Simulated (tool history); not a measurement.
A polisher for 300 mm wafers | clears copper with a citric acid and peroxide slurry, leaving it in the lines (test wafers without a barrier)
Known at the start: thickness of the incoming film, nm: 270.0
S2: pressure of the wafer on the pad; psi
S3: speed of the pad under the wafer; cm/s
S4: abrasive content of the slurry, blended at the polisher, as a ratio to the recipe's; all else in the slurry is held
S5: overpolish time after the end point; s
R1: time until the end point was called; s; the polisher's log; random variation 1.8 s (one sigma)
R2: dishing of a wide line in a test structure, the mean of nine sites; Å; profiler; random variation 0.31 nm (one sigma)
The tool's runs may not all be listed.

{"run": 1, "hour": 0.0, "flow of slurry (ml/min)": 150, "S2": 3.8, "S3": 104, "S4": 1.0, "S5": 19, "R1": 80.019, "R2": 335.76}
{"run": 2, "hour": 1.3, "flow of slurry (ml/min)": 150, "S2": 3.8, "S3": 104, "S4": 1.0, "S5": 27, "R1": 78.81, "R2": 407.59}
{"run": 3, "hour": 10.1, "flow of slurry (ml/min)": 150, "S2": 3.6, "S3": 106, "S4": 1.0, "S5": 25, "R1": 81.942, "R2": 378.65}
{"run": 4, "hour": 11.7, "flow of slurry (ml/min)": 145, "S2": 3.4, "S3": 108, "S4": 1.0, "S5": 23, "R1": 85.012, "R2": 359.95}
{"run": 5, "hour": 15.8, "flow of slurry (ml/min)": 155, "S2": 3.5, "S3": 102, "S4": 1.0, "S5": 21, "R1": 86.295, "R2": 331.13}
{"run": 6, "hour": 23.2, "flow of slurry (ml/min)": 170, "S2": 3.5, "S3": 102, "S4": 1.0, "S5": 21, "R1": 85.411, "R2": 334.17}
{"run": 7, "hour": 27.5, "flow of slurry (ml/min)": 175, "S2": 3.4, "S3": 100, "S4": 1.05, "S5": 19, "R1": 86.225, "R2": 308.65}
{"run": 8, "hour": 28.6, "flow of slurry (ml/min)": 180, "S2": 3.2, "S3": 98, "S4": 1.1, "S5": 18, "R1": 93.889, "R2": 288.62}
{"run": 9, "hour": 34.9, "flow of slurry (ml/min)": 185, "S2": 3.1, "S3": 98, "S4": 1.15, "S5": 17, "R1": 93.329, "R2": 278.51}
{"run": 10, "hour": 39.5, "flow of slurry (ml/min)": 185, "S2": 3.1, "S3": 98, "S4": 1.15, "S5": 17, "R1": 94.047, "R2": 280.05}
{"run": 11, "hour": 40.6, "flow of slurry (ml/min)": 190, "S2": 3.0, "S3": 98, "S4": 1.2, "S5": 16, "R1": 92.775, "R2": 262.41}
{"run": 12, "hour": 48.2, "flow of slurry (ml/min)": 195, "S2": 2.9, "S3": 98, "S4": 1.25, "S5": 15, "R1": 93.477, "R2": 250.51}
{"run": 13, "hour": 52.3, "flow of slurry (ml/min)": 200, "S2": 2.8, "S3": 98, "S4": 1.3, "S5": 14, "R1": 99.137, "R2": 247.51}
{"run": 14, "hour": 55.0, "flow of slurry (ml/min)": 205, "S2": 2.8, "S3": 96, "S4": 1.2, "S5": 13, "R1": 101.53, "R2": 222.47}

Forecast run 15:
{"run": 15, "hour": 62.2, "flow of slurry (ml/min)": 210, "S2": 2.7, "S3": 98, "S4": 1.1, "S5": 12, "R1": "?", "R2": "?"}

Run 15 gave R1 104.240 s, R2 201.64 Å.

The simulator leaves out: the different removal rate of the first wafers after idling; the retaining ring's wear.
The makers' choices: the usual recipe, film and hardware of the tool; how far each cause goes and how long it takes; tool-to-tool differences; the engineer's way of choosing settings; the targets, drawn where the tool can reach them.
